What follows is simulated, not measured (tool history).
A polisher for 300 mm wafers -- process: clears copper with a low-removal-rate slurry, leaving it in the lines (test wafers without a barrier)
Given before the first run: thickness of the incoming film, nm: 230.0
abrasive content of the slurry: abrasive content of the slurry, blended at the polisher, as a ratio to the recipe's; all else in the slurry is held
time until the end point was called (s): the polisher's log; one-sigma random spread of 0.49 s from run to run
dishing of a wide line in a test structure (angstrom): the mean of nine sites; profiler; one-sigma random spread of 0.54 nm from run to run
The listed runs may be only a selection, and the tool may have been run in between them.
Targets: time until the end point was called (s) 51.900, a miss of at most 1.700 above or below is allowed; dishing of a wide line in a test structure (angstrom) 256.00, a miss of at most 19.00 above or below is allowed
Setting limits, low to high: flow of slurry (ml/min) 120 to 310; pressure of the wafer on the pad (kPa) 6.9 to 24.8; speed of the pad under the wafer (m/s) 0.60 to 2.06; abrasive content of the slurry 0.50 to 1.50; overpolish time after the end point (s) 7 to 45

| run | hour | flow of slurry (ml/min) | pressure of the wafer on the pad (kPa) | speed of the pad under the wafer (m/s) | abrasive content of the slurry | overpolish time after the end point (s) | time until the end point was called (s) | dishing of a wide line in a test structure (angstrom) |
|---|---|---|---|---|---|---|---|---|
| 1 | 0.0 | 200 | 15.9 | 1.32 | 1.00 | 23 | 82.053 | 452.66 |
| 2 | 6.0 | 205 | 16.5 | 1.44 | 1.00 | 18 | 71.604 | 441.26 |
| 3 | 11.0 | 205 | 16.5 | 1.70 | 1.00 | 18 | 61.718 | 459.21 |
| 4 | 18.3 | 180 | 15.9 | 1.82 | 1.15 | 15 | 57.961 | 433.31 |
| 5 | 24.6 | 175 | 15.2 | 1.90 | 1.20 | 12 | 56.828 | 364.11 |
| 6 | 28.0 | 175 | 11.7 | 1.90 | 1.20 | 12 | 69.337 | 302.06 |
| 7 | 35.4 | 190 | 11.7 | 1.96 | 1.30 | 10 | 65.784 | 278.43 |
| 8 | 42.6 | 190 | 11.7 | 1.96 | 1.30 | 10 | 65.697 | 263.56 |
| 9 | 50.4 | 200 | 12.4 | 1.98 | 1.35 | 9 | 61.208 | 278.11 |

4 candidate next runs follow, results not yet known. Just one meets every target within its allowed miss. Identify it.
| A | 58.2 | 200 | 13.1 | 2.06 | 1.35 | 7 | ? | ? |
| B | 58.2 | 255 | 9.0 | 2.06 | 1.20 | 13 | ? | ? |
| C | 58.2 | 185 | 14.5 | 2.06 | 1.40 | 7 | ? | ? |
| D | 58.2 | 200 | 11.7 | 1.84 | 1.40 | 13 | ? | ? |

| move | time until the end point was called (s) | dishing of a wide line in a test structure (angstrom) |
|---|---|---|
| A | 56.699 | 232.96 |
| B | 75.491 | 303.64 |
| C | 52.352 | 250.99 |
| D | 68.262 | 335.37 |
A: nearer the targets than the last run, but a result is still out of spec
B: the biggest miss grows against the last run
C: meets every target
D: the biggest miss grows against the last run
C is the move that brings every result within its allowed miss.
